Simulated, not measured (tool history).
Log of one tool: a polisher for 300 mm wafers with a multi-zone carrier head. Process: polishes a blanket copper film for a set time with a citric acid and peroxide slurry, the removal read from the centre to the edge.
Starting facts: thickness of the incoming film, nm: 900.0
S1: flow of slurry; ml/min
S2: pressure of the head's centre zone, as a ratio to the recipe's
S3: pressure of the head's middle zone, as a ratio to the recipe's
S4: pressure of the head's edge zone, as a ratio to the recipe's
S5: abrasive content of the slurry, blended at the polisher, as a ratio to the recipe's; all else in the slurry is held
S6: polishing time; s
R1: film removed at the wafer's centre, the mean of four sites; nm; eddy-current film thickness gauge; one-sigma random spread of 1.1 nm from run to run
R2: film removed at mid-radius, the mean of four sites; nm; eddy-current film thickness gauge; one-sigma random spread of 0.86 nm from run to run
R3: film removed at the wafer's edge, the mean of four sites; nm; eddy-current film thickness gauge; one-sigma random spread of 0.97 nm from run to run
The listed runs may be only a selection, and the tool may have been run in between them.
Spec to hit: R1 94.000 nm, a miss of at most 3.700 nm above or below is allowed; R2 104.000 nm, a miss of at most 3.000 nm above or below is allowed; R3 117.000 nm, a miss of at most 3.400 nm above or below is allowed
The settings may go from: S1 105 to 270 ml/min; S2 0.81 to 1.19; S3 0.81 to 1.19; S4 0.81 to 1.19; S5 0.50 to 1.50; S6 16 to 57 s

run,hour,S1,S2,S3,S4,S5,S6,R1,R2,R3
1,0.0,175,1.00,1.00,1.00,1.00,36,83.970,84.624,87.667
2,8.5,175,1.04,1.00,1.00,1.00,36,88.484,86.145,87.066
3,14.2,175,1.04,0.95,1.00,1.00,36,89.542,82.253,88.146
4,20.9,185,1.01,0.96,1.04,1.10,37,93.584,88.224,94.140
5,22.6,185,1.01,0.96,1.10,1.10,37,92.872,88.636,97.897
6,29.5,190,0.98,0.97,1.12,1.15,37,91.426,90.521,98.786
7,30.1,185,0.88,0.94,1.19,1.40,42,95.085,107.140,123.910
8,38.4,180,0.88,0.94,1.18,1.40,42,95.450,104.820,121.840
9,43.2,180,0.88,0.94,1.17,1.40,42,96.857,107.280,121.250
# hour 52.0: worn pad replaced by a new one
10,52.0,175,0.88,0.94,1.17,1.40,42,107.280,115.600,130.290
11,59.6,180,0.89,0.94,1.17,1.40,42,105.710,114.740,131.220
12,64.0,180,0.88,0.94,1.16,1.40,42,103.830,115.340,129.950

Below are 5 possible settings for the next run. Only one of them brings all results inside the allowed miss of their targets. Which is it?
A,68.4,160,0.88,0.94,1.16,1.45,38,?,?,?
B,68.4,205,0.82,1.06,1.04,1.10,38,?,?,?
C,68.4,180,0.82,1.00,1.19,1.50,36,?,?,?
D,68.4,180,0.88,1.04,1.15,1.35,38,?,?,?
E,68.4,145,0.83,1.14,1.05,1.50,36,?,?,?

move,R1,R2,R3
A,92.141,103.570,117.650
B,83.918,108.100,107.410
C,84.091,104.910,115.600
D,92.786,110.280,116.790
E,81.142,108.770,105.570
A: in spec on every target
B: moves the result that the last run missed by most past its target, out the other side
C: meets the target for the result that was furthest off, but another lies outside its allowed miss
D: meets the target for the result that was furthest off, but another lies outside its allowed miss
E: moves the result that the last run missed by most past its target, out the other side
A is the move that brings every result within its allowed miss.

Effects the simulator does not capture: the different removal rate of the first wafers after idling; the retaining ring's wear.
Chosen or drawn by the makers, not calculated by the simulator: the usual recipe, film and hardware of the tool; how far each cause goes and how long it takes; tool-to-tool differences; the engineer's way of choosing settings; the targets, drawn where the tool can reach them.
